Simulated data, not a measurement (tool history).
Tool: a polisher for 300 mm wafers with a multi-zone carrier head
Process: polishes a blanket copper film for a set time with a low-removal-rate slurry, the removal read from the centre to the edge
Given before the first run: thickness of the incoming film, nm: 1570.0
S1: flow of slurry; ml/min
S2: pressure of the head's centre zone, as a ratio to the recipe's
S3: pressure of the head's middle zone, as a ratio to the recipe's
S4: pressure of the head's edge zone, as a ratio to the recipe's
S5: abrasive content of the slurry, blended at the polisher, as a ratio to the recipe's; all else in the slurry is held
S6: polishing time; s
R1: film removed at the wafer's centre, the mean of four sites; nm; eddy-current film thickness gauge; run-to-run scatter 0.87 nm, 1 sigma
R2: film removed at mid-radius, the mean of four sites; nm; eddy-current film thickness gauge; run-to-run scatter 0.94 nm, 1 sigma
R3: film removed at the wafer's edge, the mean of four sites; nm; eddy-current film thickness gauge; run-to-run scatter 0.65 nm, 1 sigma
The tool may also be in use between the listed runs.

run 1 day=0 | S1=305 S2=1 S3=1 S4=1 S5=1 S6=34 | R1=78.209 R2=81.047 R3=83.207
run 2 day=0.1 | S1=310 S2=1.02 S3=1.01 S4=1.02 S5=1.05 S6=34 | R1=80.246 R2=83.506 R3=85.309
run 3 day=0.208 | S1=320 S2=1.04 S3=1.01 S4=1.03 S5=1.1 S6=34 | R1=83.213 R2=83.646 R3=86.199
run 4 day=0.283 | S1=325 S2=1.06 S3=1.02 S4=1.05 S5=1.15 S6=34 | R1=85.214 R2=85.249 R3=87.764
run 5 day=0.404 | S1=325 S2=1.06 S3=1.02 S4=1.05 S5=1.35 S6=34 | R1=88.956 R2=90.235 R3=92.199
run 6 day=0.583 | S1=330 S2=1.08 S3=1.03 S4=1.06 S5=1.35 S6=34 | R1=89.773 R2=88.497 R3=92.055
run 7 day=0.721 | S1=330 S2=1.08 S3=1.03 S4=1.06 S5=1.35 S6=34 | R1=90.165 R2=88.787 R3=91.724
run 8 day=1.058 | S1=335 S2=1.09 S3=1.04 S4=1.07 S5=1.35 S6=34 | R1=90.774 R2=90.053 R3=92.918
run 9 day=1.379 | S1=340 S2=1.1 S3=1.05 S4=1.07 S5=1.35 S6=34 | R1=92.55 R2=91.224 R3=93.562
run 10 day=1.471 | S1=350 S2=1.11 S3=1.06 S4=1.08 S5=1.35 S6=34 | R1=93.588 R2=90.473 R3=93.465

Run 11 comes next. What will it give?
run 11 day=1.512 | S1=355 S2=1.12 S3=1.07 S4=1.09 S5=1.35 S6=34 | R1=? R2=? R3=?

{"run 11": {"R1": 95.148, "R2": 92.149, "R3": 93.762}}
